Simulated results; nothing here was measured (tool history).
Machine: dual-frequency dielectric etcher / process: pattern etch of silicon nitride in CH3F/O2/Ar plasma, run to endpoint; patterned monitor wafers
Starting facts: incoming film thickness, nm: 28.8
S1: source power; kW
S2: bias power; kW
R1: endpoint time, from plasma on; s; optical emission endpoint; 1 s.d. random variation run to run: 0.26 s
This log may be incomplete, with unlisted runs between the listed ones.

| run | hour | S1 | S2 | R1 |
|---|---|---|---|---|
| 1 | 0.0 | 0.280 | 0.081 | 39.094 |
| 2 | 7.2 | 0.250 | 0.081 | 42.059 |
| 3 | 8.3 | 0.230 | 0.081 | 42.946 |
| 4 | 14.0 | 0.270 | 0.086 | 39.203 |
| 5 | 18.9 | 0.270 | 0.098 | 36.448 |
| 6 | 22.6 | 0.270 | 0.087 | 38.872 |

Estimate the outcome of run 7 from the log above:
| 7 | 25.1 | 0.300 | 0.089 | ? |

R1: 36.449 s

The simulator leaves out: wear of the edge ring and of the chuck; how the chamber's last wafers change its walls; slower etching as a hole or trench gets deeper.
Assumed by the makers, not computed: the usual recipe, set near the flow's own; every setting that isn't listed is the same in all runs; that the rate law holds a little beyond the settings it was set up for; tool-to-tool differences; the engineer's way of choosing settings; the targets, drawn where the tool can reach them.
